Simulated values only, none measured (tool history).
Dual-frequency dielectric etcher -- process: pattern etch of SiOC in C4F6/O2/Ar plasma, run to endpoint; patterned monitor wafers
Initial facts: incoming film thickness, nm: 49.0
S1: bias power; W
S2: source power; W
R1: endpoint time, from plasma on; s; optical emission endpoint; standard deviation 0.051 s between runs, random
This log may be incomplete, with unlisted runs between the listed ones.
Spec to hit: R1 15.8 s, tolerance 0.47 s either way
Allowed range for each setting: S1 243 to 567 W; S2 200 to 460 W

run 1 hour=0 | S1=405 S2=330 | R1=18.873
run 2 hour=6.7 | S1=448 S2=330 | R1=18.381
run 3 hour=11.5 | S1=470 S2=350 | R1=17.66
run 4 hour=20.1 | S1=470 S2=300 | R1=18.68
run 5 hour=21.5 | S1=493 S2=320 | R1=18.051
run 6 hour=22.9 | S1=510 S2=340 | R1=17.48
run 7 hour=23.8 | S1=524 S2=350 | R1=16.986
run 8 hour=24.7 | S1=534 S2=360 | R1=16.902
run 9 hour=31.6 | S1=542 S2=370 | R1=16.538

Which single option among these 4 for the next run brings every result within its allowed miss of target? Just one does.
run A hour=38.5 | S1=524 S2=360 | R1=?
run B hour=38.5 | S1=566 S2=400 | R1=?
run C hour=38.5 | S1=523 S2=350 | R1=?
run D hour=38.5 | S1=547 S2=340 | R1=?

move=A R1=16.964
move=B R1=15.923
move=C R1=17.151
move=D R1=17.086
A: misses by more than the last run did
B: hits every target within its allowed miss
C: misses by more than the last run did
D: misses by more than the last run did
So the answer is move B, the one that meets all the targets.

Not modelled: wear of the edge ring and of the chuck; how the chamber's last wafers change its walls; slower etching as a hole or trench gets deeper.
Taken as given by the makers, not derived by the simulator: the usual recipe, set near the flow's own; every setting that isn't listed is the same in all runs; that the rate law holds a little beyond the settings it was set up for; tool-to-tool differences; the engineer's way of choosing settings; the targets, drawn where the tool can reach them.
